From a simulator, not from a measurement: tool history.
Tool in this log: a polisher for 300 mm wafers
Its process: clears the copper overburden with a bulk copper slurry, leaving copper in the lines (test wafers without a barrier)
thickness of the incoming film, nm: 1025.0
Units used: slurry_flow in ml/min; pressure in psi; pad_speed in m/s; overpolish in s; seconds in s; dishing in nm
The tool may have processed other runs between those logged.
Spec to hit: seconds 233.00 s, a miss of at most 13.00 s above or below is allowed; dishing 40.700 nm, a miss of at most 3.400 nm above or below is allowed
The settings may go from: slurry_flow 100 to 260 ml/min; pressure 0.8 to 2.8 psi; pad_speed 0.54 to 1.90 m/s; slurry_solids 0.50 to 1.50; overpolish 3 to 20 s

{"run": 1, "hour": 0.0, "slurry_flow": 165, "pressure": 1.8, "pad_speed": 1.22, "slurry_solids": 1.0, "overpolish": 10, "seconds": 159.88, "dishing": 48.098}
{"run": 2, "hour": 4.7, "slurry_flow": 165, "pressure": 1.7, "pad_speed": 1.22, "slurry_solids": 1.0, "overpolish": 10, "seconds": 167.36, "dishing": 44.152}
{"run": 3, "hour": 11.1, "slurry_flow": 165, "pressure": 1.6, "pad_speed": 1.2, "slurry_solids": 1.0, "overpolish": 11, "seconds": 186.94, "dishing": 44.492}
{"run": 4, "hour": 13.5, "slurry_flow": 200, "pressure": 1.6, "pad_speed": 1.2, "slurry_solids": 1.0, "overpolish": 11, "seconds": 177.66, "dishing": 45.632}
{"run": 5, "hour": 15.8, "slurry_flow": 200, "pressure": 1.5, "pad_speed": 1.2, "slurry_solids": 1.0, "overpolish": 11, "seconds": 192.84, "dishing": 41.877}
{"run": 6, "hour": 16.5, "slurry_flow": 230, "pressure": 1.5, "pad_speed": 1.2, "slurry_solids": 1.0, "overpolish": 11, "seconds": 182.77, "dishing": 43.579}
{"run": 7, "hour": 22.0, "slurry_flow": 225, "pressure": 1.4, "pad_speed": 1.2, "slurry_solids": 1.0, "overpolish": 11, "seconds": 203.12, "dishing": 41.644}
{"run": 8, "hour": 26.2, "slurry_flow": 220, "pressure": 1.3, "pad_speed": 1.2, "slurry_solids": 1.0, "overpolish": 12, "seconds": 210.65, "dishing": 42.545}

Next run, 5 choices. One meets every target within its allowed miss, the rest don't. Which?
{"run": "A", "hour": 30.4, "slurry_flow": 215, "pressure": 1.3, "pad_speed": 1.54, "slurry_solids": 0.9, "overpolish": 11, "seconds": "?", "dishing": "?"}
{"run": "B", "hour": 30.4, "slurry_flow": 230, "pressure": 1.5, "pad_speed": 1.16, "slurry_solids": 0.95, "overpolish": 10, "seconds": "?", "dishing": "?"}
{"run": "C", "hour": 30.4, "slurry_flow": 230, "pressure": 1.2, "pad_speed": 1.18, "slurry_solids": 1.05, "overpolish": 13, "seconds": "?", "dishing": "?"}
{"run": "D", "hour": 30.4, "slurry_flow": 230, "pressure": 1.3, "pad_speed": 1.02, "slurry_solids": 1.3, "overpolish": 15, "seconds": "?", "dishing": "?"}
{"run": "E", "hour": 30.4, "slurry_flow": 260, "pressure": 1.6, "pad_speed": 1.18, "slurry_solids": 0.9, "overpolish": 9, "seconds": "?", "dishing": "?"}

move=A seconds=184.74 dishing=43.778
move=B seconds=192.17 dishing=39.965
move=C seconds=229.98 dishing=41.688
move=D seconds=222.98 dishing=47.982
move=E seconds=178.24 dishing=39.229
A: its largest miss is bigger than the last run's
B: its largest miss is bigger than the last run's
C: all results land within tolerance of their targets
D: the worst result of the last run now meets its target, but another is out of spec
E: its largest miss is bigger than the last run's
C meets every target.

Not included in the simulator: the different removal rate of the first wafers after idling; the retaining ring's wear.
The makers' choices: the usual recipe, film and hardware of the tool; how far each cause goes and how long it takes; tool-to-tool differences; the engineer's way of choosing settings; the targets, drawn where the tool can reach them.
